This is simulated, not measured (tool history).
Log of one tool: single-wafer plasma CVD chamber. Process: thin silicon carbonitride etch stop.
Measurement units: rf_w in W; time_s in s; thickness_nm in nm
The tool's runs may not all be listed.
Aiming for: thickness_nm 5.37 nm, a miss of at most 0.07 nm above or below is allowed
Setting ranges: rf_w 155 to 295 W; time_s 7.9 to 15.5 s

run	hour	rf_w	time_s	thickness_nm
1	0	225	11.7	7.3656
2	2.4	225	13.3	8.37
3	3.9	210	12.3	7.6086
4	10	200	11.5	6.9765
5	10.6	200	9.9	6.0098
6	17.9	200	9.2	5.5559
7	22.3	195	9.2	5.5569
8	29.9	190	9.2	5.4388

5 candidate next runs follow, results not yet known. Just one meets every target within its allowed miss. Identify it.
A	37.5	185	9.4	?
B	37.5	180	9.4	?
C	37.5	190	9	?
D	37.5	180	9.5	?
E	37.5	190	9.4	?

move	thickness_nm
A	5.5533
B	5.5008
C	5.3662
D	5.5594
E	5.6047
A: its largest miss is bigger than the last run's
B: its largest miss is bigger than the last run's
C: each result inside its tolerance
D: its largest miss is bigger than the last run's
E: its largest miss is bigger than the last run's
The right move is C.
